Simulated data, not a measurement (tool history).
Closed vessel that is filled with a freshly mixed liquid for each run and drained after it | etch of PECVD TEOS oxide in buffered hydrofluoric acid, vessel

| run | hour | temperature setpoint of the liquid (K) | parts of 40 % ammonium fluoride to one part of 49 % hydrofluoric acid (parts by volume) | time in the liquid (s) | thickness taken off the PECVD TEOS oxide on a monitor wafer (Å) |
|---|---|---|---|---|---|
| 1 | 0.0 | 296.15 | 21.5 | 90 | 1035.20 |
| 2 | 7.2 | 294.65 | 21.5 | 90 | 951.51 |
| 3 | 11.9 | 294.65 | 17.0 | 90 | 1164.10 |
| 4 | 15.1 | 294.65 | 17.0 | 90 | 1167.90 |
| 5 | 18.8 | 294.65 | 17.0 | 90 | 1172.00 |
| 6 | 20.0 | 297.15 | 17.0 | 90 | 1345.90 |

Run 7 comes next. What will it give?
| 7 | 27.3 | 293.15 | 24.0 | 90 | ? |

Run 7 gave thickness taken off the PECVD TEOS oxide on a monitor wafer (Å) 808.98.
